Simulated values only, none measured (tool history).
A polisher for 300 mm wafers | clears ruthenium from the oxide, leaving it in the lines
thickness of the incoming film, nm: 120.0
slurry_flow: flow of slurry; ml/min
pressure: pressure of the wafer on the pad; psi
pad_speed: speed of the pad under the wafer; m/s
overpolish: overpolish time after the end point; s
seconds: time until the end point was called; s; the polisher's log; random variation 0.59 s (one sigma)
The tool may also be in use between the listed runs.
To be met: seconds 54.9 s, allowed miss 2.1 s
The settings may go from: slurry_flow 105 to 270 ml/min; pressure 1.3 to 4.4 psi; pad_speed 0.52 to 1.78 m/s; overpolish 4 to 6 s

{"run": 1, "hour": 0.0, "slurry_flow": 175, "pressure": 2.8, "pad_speed": 1.14, "overpolish": 6, "seconds": 78.054}
{"run": 2, "hour": 1.3, "slurry_flow": 220, "pressure": 2.8, "pad_speed": 1.14, "overpolish": 6, "seconds": 76.342}
{"run": 3, "hour": 4.7, "slurry_flow": 220, "pressure": 2.8, "pad_speed": 1.24, "overpolish": 6, "seconds": 70.963}
{"run": 4, "hour": 6.0, "slurry_flow": 220, "pressure": 2.9, "pad_speed": 1.24, "overpolish": 6, "seconds": 67.412}
{"run": 5, "hour": 13.8, "slurry_flow": 220, "pressure": 2.9, "pad_speed": 1.1, "overpolish": 6, "seconds": 75.905}
{"run": 6, "hour": 20.3, "slurry_flow": 220, "pressure": 2.5, "pad_speed": 1.1, "overpolish": 6, "seconds": 86.63}
{"run": 7, "hour": 25.0, "slurry_flow": 220, "pressure": 2.6, "pad_speed": 1.1, "overpolish": 6, "seconds": 84.309}
{"run": 8, "hour": 30.2, "slurry_flow": 220, "pressure": 2.7, "pad_speed": 1.1, "overpolish": 6, "seconds": 81.027}
{"run": 9, "hour": 33.1, "slurry_flow": 225, "pressure": 3.5, "pad_speed": 1.12, "overpolish": 6, "seconds": 62.898}
{"run": 10, "hour": 35.8, "slurry_flow": 225, "pressure": 3.8, "pad_speed": 1.12, "overpolish": 6, "seconds": 56.978}

4 next moves are on the table. One of them brings every result within its allowed miss. Which?
{"run": "A", "hour": 38.5, "slurry_flow": 180, "pressure": 3.7, "pad_speed": 1.24, "overpolish": 6, "seconds": "?"}
{"run": "B", "hour": 38.5, "slurry_flow": 230, "pressure": 3.5, "pad_speed": 1.14, "overpolish": 6, "seconds": "?"}
{"run": "C", "hour": 38.5, "slurry_flow": 250, "pressure": 4, "pad_speed": 0.96, "overpolish": 4, "seconds": "?"}
{"run": "D", "hour": 38.5, "slurry_flow": 210, "pressure": 3.9, "pad_speed": 0.98, "overpolish": 6, "seconds": "?"}

move=A seconds=55.839
move=B seconds=61.644
move=C seconds=62.805
move=D seconds=64.401
A: meets every target
B: further off than the last run
C: further off than the last run
D: further off than the last run
Answer: A
